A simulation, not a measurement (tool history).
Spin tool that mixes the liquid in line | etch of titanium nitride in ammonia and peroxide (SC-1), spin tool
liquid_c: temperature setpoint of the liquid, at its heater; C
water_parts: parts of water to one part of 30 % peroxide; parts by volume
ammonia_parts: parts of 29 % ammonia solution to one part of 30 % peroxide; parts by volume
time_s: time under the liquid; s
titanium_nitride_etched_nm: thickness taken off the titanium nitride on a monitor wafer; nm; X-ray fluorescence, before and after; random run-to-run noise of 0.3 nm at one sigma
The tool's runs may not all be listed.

run  hour  liquid_c  water_parts  ammonia_parts  time_s  titanium_nitride_etched_nm
  1   0.0      48.0            9           0.45     270                      24.320
  2   0.9      54.5            9           0.45     270                      37.418
  3   9.2      48.0            9           0.45     270                      24.098
  4  11.1      41.0            9           0.45     270                      14.813
  5  18.9      41.0            9           0.30     270                      13.599
  6  26.3      41.0            9           0.30     290                      14.582
  7  32.9      41.0            9           0.30     290                      14.657
  8  33.6      49.0            9           0.30     290                      25.941
  9  34.8      49.5            9           0.30     290                      26.858

For run 10, what comes out?
 10  37.7      50.0            9           0.30     290                           ?

{"run 10": {"titanium_nitride_etched_nm": 28.119}}

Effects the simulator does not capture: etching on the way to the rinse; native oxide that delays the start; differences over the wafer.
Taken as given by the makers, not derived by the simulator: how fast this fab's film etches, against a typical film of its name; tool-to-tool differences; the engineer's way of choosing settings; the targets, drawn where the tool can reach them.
